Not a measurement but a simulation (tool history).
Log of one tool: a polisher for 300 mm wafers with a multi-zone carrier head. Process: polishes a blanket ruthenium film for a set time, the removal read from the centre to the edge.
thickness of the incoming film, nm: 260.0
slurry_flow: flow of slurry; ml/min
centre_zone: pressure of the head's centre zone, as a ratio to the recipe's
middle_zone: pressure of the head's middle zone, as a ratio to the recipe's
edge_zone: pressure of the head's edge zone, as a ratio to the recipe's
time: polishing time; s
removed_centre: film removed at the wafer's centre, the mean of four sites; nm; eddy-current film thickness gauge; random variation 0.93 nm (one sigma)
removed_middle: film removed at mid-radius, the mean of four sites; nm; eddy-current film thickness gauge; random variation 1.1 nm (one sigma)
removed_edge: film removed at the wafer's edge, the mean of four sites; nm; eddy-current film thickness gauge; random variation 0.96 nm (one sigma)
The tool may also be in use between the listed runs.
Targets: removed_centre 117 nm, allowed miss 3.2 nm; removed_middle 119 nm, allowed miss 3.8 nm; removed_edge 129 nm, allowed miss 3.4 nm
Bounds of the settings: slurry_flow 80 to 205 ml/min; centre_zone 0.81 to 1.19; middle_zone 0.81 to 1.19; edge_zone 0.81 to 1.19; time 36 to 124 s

run	hour	slurry_flow	centre_zone	middle_zone	edge_zone	time	removed_centre	removed_middle	removed_edge
1	0	135	1	1	1	79	83.945	81.827	83.737
2	1.8	135	1	1.07	1	79	84.383	88.337	83.596
3	4.7	135	1.08	1.07	1	79	91.855	85.586	84.056
4	12.6	140	1.06	1.06	1.04	84	94.197	93.53	91.328
5	20	155	1.06	1.06	1.04	84	97.078	93.872	91.409
6	21	145	1.06	1.05	1.06	89	100.92	98.552	97.666
7	26.1	140	1.06	1.04	1.08	93	104.86	100.73	101.35
8	29.7	145	1.04	1.02	1.1	97	108.05	102.7	108.33
9	30.9	150	1.03	1.02	1.12	99	111.54	106.08	110.45
10	38.6	150	1.03	1.02	1.12	99	112.12	106.43	112.89
11	42.7	185	0.95	1.02	1.19	104	110.33	114.62	123.26
12	43.6	185	0.95	1.02	1.19	105	111.62	117.08	123.02
13	47.4	185	0.95	1.01	1.19	106	111.13	115.17	125.97

Which of these 5 next moves meets every target?
A	51.2	195	0.89	0.91	1.19	118	?	?	?
B	51.2	200	0.93	0.96	1.11	113	?	?	?
C	51.2	205	0.85	1.03	1.19	114	?	?	?
D	51.2	170	0.9	1.12	1.18	111	?	?	?
E	51.2	175	0.87	1.01	1.19	117	?	?	?

move	removed_centre	removed_middle	removed_edge
A	117.22	120.63	141.02
B	117.76	121.13	130.46
C	108.9	130.07	136.59
D	109.68	133.09	130.18
E	112.07	128.91	138.37
A: brings the result that was furthest off to its target, and leaves another outside
B: meets every target
C: further off than the last run
D: further off than the last run
E: further off than the last run
Move B is the one to make.
